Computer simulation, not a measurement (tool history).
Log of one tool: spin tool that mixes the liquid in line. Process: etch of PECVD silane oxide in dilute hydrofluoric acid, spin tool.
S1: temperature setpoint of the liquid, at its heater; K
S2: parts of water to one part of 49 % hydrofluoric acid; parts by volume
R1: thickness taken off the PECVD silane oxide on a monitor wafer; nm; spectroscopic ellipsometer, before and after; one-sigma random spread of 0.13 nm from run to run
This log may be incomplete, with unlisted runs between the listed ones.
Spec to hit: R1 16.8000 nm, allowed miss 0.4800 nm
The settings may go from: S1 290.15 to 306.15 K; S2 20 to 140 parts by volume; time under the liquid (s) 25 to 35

run 1 hour=0.0 | S1=298.15 S2=75 time_under_the_liquid_(s)=35 | R1=9.7038
run 2 hour=1.0 | S1=298.15 S2=75 time_under_the_liquid_(s)=35 | R1=9.6805
run 3 hour=5.5 | S1=300.15 S2=70 time_under_the_liquid_(s)=35 | R1=11.2580
run 4 hour=10.9 | S1=300.15 S2=90 time_under_the_liquid_(s)=35 | R1=8.7151
run 5 hour=11.8 | S1=300.15 S2=90 time_under_the_liquid_(s)=35 | R1=8.5538
run 6 hour=16.2 | S1=301.65 S2=80 time_under_the_liquid_(s)=35 | R1=10.3820
run 7 hour=21.9 | S1=302.65 S2=75 time_under_the_liquid_(s)=35 | R1=11.6670
run 8 hour=29.6 | S1=306.15 S2=55 time_under_the_liquid_(s)=35 | R1=18.8010
run 9 hour=32.7 | S1=305.65 S2=55 time_under_the_liquid_(s)=35 | R1=18.0620
run 10 hour=40.5 | S1=305.15 S2=55 time_under_the_liquid_(s)=35 | R1=17.8460
run 11 hour=47.8 | S1=304.65 S2=55 time_under_the_liquid_(s)=35 | R1=17.6090
run 12 hour=49.8 | S1=304.65 S2=55 time_under_the_liquid_(s)=35 | R1=17.5490

Next run, 4 choices. One meets every target within its allowed miss, the rest don't. Which?
run A hour=51.8 | S1=306.15 S2=65 time_under_the_liquid_(s)=35 | R1=?
run B hour=51.8 | S1=303.65 S2=55 time_under_the_liquid_(s)=35 | R1=?
run C hour=51.8 | S1=305.15 S2=40 time_under_the_liquid_(s)=25 | R1=?
run D hour=51.8 | S1=305.15 S2=55 time_under_the_liquid_(s)=35 | R1=?

move=A R1=15.5630
move=B R1=16.9780
move=C R1=18.1050
move=D R1=17.9920
A: carries the result that was furthest off beyond its target, to the other side
B: all results land within tolerance of their targets
C: the biggest miss grows against the last run
D: the biggest miss grows against the last run
Correct choice: B, which meets every target

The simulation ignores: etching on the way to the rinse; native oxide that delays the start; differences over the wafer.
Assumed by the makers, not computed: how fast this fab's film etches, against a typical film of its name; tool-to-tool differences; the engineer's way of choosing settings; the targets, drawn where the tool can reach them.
